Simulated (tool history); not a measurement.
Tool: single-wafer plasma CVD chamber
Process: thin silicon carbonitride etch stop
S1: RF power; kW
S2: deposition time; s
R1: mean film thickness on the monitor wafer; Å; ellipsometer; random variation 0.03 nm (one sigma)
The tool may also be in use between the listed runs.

Run 1, hour 0: S1 0.205 kW, S2 10.2 s. Result: R1 63.493 Å.
Run 2, hour 0.8: S1 0.215 kW, S2 10.6 s. Result: R1 66.343 Å.
Run 3, hour 9.3: S1 0.215 kW, S2 9.5 s. Result: R1 59.768 Å.
Run 4, hour 14.3: S1 0.225 kW, S2 10.2 s. Result: R1 65.711 Å.
Run 5, hour 20.6: S1 0.195 kW, S2 10.2 s. Result: R1 62.143 Å.
Run 6, hour 21.3: S1 0.21 kW, S2 10.6 s. Result: R1 66.724 Å.
Run 7, hour 29.2: S1 0.22 kW, S2 10.8 s. Result: R1 68.567 Å.
Run 8, hour 33.1: S1 0.23 kW, S2 11 s. Result: R1 70.632 Å.

Forecast run 9:
Run 9, hour 38.9: S1 0.235 kW, S2 11.1 s. Result: R1 ?.

Run 9 gave R1 71.683 Å.

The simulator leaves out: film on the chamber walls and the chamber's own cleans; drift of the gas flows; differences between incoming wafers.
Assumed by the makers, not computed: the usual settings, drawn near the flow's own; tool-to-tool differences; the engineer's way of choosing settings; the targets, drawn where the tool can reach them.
